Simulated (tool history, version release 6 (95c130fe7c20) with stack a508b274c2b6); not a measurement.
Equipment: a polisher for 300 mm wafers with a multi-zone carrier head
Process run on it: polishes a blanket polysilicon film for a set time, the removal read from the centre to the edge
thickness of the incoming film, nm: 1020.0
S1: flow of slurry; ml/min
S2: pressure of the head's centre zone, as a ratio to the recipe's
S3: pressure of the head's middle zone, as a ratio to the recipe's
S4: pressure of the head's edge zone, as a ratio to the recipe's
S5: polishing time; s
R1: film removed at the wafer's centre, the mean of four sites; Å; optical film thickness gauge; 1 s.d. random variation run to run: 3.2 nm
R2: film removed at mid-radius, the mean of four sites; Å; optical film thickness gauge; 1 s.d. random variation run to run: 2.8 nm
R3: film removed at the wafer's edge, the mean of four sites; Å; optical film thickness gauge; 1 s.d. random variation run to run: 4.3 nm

run,day,S1,S2,S3,S4,S5,R1,R2,R3
1,0.000,255,1.00,1.00,1.00,34,3813.2,3828.2,3554.8
2,0.121,255,1.00,1.00,1.07,34,3871.2,3799.3,3771.2
3,0.338,255,1.00,1.00,1.07,42,4672.6,4675.0,4644.7
4,0.621,245,0.96,0.99,1.04,39,4187.8,4286.6,4166.3
5,0.817,245,0.96,1.06,1.04,39,4270.4,4597.3,4223.3
6,0.983,240,0.93,1.05,1.03,37,3947.1,4259.5,3951.1
7,1.171,240,0.90,1.06,1.03,35,3552.6,4045.7,3782.7
8,1.300,240,0.88,1.05,1.00,34,3412.8,3968.9,3662.7
9,1.638,235,0.87,1.03,0.97,33,3296.7,3700.1,3477.8

Run 10 is up next; what results do you expect?
10,1.883,235,0.86,1.04,0.96,32,?,?,?

R1: 3156.6 Å
R2: 3647.8 Å
R3: 3373.4 Å
